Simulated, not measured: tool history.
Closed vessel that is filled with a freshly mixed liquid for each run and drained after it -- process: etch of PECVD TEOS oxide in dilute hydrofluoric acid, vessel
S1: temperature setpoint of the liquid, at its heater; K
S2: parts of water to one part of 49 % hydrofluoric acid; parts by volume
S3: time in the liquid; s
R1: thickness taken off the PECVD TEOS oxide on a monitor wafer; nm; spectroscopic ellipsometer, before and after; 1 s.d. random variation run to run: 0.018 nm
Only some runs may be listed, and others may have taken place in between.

run  hour      S1   S2  S3      R1
  1   0.0  298.15  220  85  2.7824
  2   1.8  299.15  210  85  3.0488
  3   3.7  299.15  285  85  2.0753
  4   5.1  300.15  265  85  2.3567
  5  10.1  301.15  250  85  2.6320
     12.4  -- hydrofluoric acid flow meter replaced
  6  12.4  299.65  250  85  2.8184
  7  15.9  300.65  240  85  3.0722

For run 8, what comes out?
  8  22.0  301.65  240  85   ?

R1: 3.1698 nm
